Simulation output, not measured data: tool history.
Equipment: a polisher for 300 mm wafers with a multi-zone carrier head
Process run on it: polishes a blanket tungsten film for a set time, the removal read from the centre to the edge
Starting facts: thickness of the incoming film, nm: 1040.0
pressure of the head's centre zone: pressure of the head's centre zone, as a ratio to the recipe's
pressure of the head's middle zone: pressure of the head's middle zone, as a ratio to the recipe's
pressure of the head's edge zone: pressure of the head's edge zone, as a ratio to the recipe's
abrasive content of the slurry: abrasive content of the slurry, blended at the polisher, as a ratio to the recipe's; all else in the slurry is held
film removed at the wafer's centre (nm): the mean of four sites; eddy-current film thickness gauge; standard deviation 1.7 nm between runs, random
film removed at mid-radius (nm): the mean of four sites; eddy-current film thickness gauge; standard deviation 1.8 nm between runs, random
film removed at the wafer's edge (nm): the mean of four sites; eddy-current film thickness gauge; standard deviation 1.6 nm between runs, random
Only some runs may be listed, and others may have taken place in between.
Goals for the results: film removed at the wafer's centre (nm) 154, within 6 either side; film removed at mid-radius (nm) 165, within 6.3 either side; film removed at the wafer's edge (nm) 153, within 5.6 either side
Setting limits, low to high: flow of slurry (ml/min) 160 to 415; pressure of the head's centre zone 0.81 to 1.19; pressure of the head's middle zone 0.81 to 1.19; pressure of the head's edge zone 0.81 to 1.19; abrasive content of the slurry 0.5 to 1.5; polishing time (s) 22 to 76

run  hour  flow of slurry (ml/min)  pressure of the head's centre zone  pressure of the head's middle zone  pressure of the head's edge zone  abrasive content of the slurry  polishing time (s)  film removed at the wafer's centre (nm)  film removed at mid-radius (nm)  film removed at the wafer's edge (nm)
  1     0                      265                                   1                                   1                                 1                               1                  49                                   212.54                           206.86                                 216.76
  2   4.5                      265                                   1                                   1                              1.07                               1                  49                                   210.88                            205.9                                 222.76
  3  12.1                      265                                   1                                   1                                 1                               1                  49                                   208.64                           211.67                                 214.09
  4  18.5                      265                                0.97                                   1                                 1                               1                  49                                   205.59                           211.19                                 212.05
  5  21.1                      265                                0.95                                0.97                              0.96                            0.85                  48                                   190.72                           188.66                                 197.63
     26.3  -- slurry nozzle cleaned
  6  26.3                      265                                0.94                                0.99                              0.92                            0.75                  47                                   181.25                           188.34                                 184.76
  7  26.8                      265                                0.93                                0.99                               0.9                             0.7                  46                                   167.88                            175.3                                 174.95
  8  28.2                      265                                0.94                                   1                              0.88                            0.65                  46                                   166.05                           174.07                                 167.21
  9  33.3                      260                                0.93                                   1                              0.86                             0.6                  46                                   157.01                           166.63                                 159.68
 10  38.7                      255                                0.93                                1.01                              0.85                             0.6                  46                                   159.05                            165.9                                 158.85

5 next moves are on the table. One of them brings every result within its allowed miss. Which?
  A  44.1                      205                                0.96                                0.93                              0.83                             0.6                  49                                        ?                                ?                                      ?
  B  44.1                      235                                1.04                                1.04                              0.81                            0.55                  47                                        ?                                ?                                      ?
  C  44.1                      215                                0.92                                1.02                              0.81                            0.55                  48                                        ?                                ?                                      ?
  D  44.1                      250                                0.89                                0.96                              0.87                            0.55                  49                                        ?                                ?                                      ?
  E  44.1                      245                                0.94                                0.97                              1.03                            0.75                  43                                        ?                                ?                                      ?

move  film removed at the wafer's centre (nm)  film removed at mid-radius (nm)  film removed at the wafer's edge (nm)
   A                                   169.37                            167.9                                 164.76
   B                                   171.09                           165.86                                  151.3
   C                                   153.25                           166.56                                 153.76
   D                                   153.18                           166.44                                 162.92
   E                                   162.19                           167.65                                 175.31
A: its largest miss is bigger than the last run's
B: corrects the largest miss of the last run, while another result sits out of spec
C: all results in spec
D: its largest miss is bigger than the last run's
E: its largest miss is bigger than the last run's
So the answer is move C, the one that meets all the targets.
